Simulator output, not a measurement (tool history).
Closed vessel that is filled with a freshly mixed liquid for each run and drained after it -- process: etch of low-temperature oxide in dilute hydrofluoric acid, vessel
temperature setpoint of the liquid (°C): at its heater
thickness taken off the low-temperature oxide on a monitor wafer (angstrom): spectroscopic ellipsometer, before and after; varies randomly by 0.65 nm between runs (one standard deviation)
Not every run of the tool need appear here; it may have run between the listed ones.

run	day	temperature setpoint of the liquid (°C)	parts of water to one part of 49 % hydrofluoric acid (parts by volume)	time in the liquid (s)	thickness taken off the low-temperature oxide on a monitor wafer (angstrom)
1	0	23	205	260	384.18
2	0.208	20.5	205	260	344.33
3	0.425	20.5	205	260	344.21
4	0.746	20.5	205	260	345.14
5	0.896	23	195	260	410.34
6	0.992	25	190	260	451.78
7	1.071	29	145	260	717.3

Run 8 is up next; what results do you expect?
8	1.138	28.5	145	260	?

Run 8 gave thickness taken off the low-temperature oxide on a monitor wafer (angstrom) 724.02.
